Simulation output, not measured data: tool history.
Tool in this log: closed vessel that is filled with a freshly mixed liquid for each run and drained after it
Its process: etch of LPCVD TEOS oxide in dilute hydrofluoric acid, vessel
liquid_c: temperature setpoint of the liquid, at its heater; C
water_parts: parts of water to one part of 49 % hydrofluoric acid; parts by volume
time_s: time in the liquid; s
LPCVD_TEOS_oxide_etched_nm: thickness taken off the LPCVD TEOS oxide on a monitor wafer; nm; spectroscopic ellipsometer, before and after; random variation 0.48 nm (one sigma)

run 1 day=0.000 | liquid_c=24.0 water_parts=235 time_s=310 | LPCVD_TEOS_oxide_etched_nm=42.338
run 2 day=0.138 | liquid_c=22.5 water_parts=235 time_s=310 | LPCVD_TEOS_oxide_etched_nm=40.443
run 3 day=0.404 | liquid_c=22.5 water_parts=235 time_s=330 | LPCVD_TEOS_oxide_etched_nm=43.513
run 4 day=0.754 | liquid_c=22.5 water_parts=235 time_s=330 | LPCVD_TEOS_oxide_etched_nm=43.182
run 5 day=0.796 | liquid_c=22.5 water_parts=235 time_s=330 | LPCVD_TEOS_oxide_etched_nm=43.002
run 6 day=1.062 | liquid_c=22.5 water_parts=235 time_s=330 | LPCVD_TEOS_oxide_etched_nm=42.812
run 7 day=1.333 | liquid_c=25.0 water_parts=235 time_s=330 | LPCVD_TEOS_oxide_etched_nm=47.079
run 8 day=1.621 | liquid_c=27.0 water_parts=230 time_s=330 | LPCVD_TEOS_oxide_etched_nm=51.273

Estimate the outcome of run 9 from the log above:
-- day=1.929 hydrofluoric acid flow meter replaced
run 9 day=1.929 | liquid_c=28.5 water_parts=225 time_s=330 | LPCVD_TEOS_oxide_etched_nm=?

Run 9 gave LPCVD_TEOS_oxide_etched_nm 60.989 nm.

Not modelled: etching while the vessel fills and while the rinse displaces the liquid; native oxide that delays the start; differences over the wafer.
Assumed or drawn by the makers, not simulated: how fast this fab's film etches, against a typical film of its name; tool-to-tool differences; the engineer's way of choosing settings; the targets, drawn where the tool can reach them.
